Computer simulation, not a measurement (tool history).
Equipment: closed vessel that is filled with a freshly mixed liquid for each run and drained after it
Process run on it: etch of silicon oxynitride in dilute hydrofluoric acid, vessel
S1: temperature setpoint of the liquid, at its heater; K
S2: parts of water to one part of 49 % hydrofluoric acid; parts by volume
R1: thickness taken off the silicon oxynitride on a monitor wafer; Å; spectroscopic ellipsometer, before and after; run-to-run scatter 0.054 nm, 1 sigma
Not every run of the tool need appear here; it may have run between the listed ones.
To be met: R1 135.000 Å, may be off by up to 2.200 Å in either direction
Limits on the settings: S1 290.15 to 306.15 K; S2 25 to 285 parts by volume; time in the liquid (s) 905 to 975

run 1 day=0.000 | S1=298.15 S2=155 time_in_the_liquid_(s)=905 | R1=116.650
run 2 day=0.238 | S1=295.65 S2=155 time_in_the_liquid_(s)=905 | R1=103.340
run 3 day=0.604 | S1=293.65 S2=155 time_in_the_liquid_(s)=905 | R1=94.315
run 4 day=0.875 | S1=296.15 S2=155 time_in_the_liquid_(s)=905 | R1=105.870
run 5 day=1.017 | S1=296.15 S2=180 time_in_the_liquid_(s)=905 | R1=90.151
run 6 day=1.379 | S1=299.15 S2=180 time_in_the_liquid_(s)=905 | R1=102.550
run 7 day=1.738 | S1=301.15 S2=180 time_in_the_liquid_(s)=905 | R1=112.310
run 8 day=1.854 | S1=302.65 S2=180 time_in_the_liquid_(s)=905 | R1=119.920
run 9 day=1.912 | S1=303.65 S2=180 time_in_the_liquid_(s)=905 | R1=124.890
run 10 day=2.038 | S1=304.15 S2=180 time_in_the_liquid_(s)=905 | R1=128.890
-- day=2.267 hydrofluoric acid flow meter replaced
run 11 day=2.267 | S1=304.65 S2=180 time_in_the_liquid_(s)=905 | R1=117.420
run 12 day=2.521 | S1=305.15 S2=175 time_in_the_liquid_(s)=905 | R1=123.920
run 13 day=2.654 | S1=305.65 S2=170 time_in_the_liquid_(s)=905 | R1=130.290
run 14 day=2.879 | S1=306.15 S2=165 time_in_the_liquid_(s)=905 | R1=138.100

Consider the 4 candidate settings below. Which is the only one whose results all fall within their allowed miss of target?
run A day=3.104 | S1=306.15 S2=170 time_in_the_liquid_(s)=960 | R1=?
run B day=3.104 | S1=306.15 S2=170 time_in_the_liquid_(s)=940 | R1=?
run C day=3.104 | S1=303.65 S2=155 time_in_the_liquid_(s)=960 | R1=?
run D day=3.104 | S1=305.15 S2=165 time_in_the_liquid_(s)=925 | R1=?

move=A R1=141.360
move=B R1=138.410
move=C R1=141.620
move=D R1=135.280
A: misses by more than the last run did
B: misses by more than the last run did
C: misses by more than the last run did
D: each result inside its tolerance
Move D is the one to make.

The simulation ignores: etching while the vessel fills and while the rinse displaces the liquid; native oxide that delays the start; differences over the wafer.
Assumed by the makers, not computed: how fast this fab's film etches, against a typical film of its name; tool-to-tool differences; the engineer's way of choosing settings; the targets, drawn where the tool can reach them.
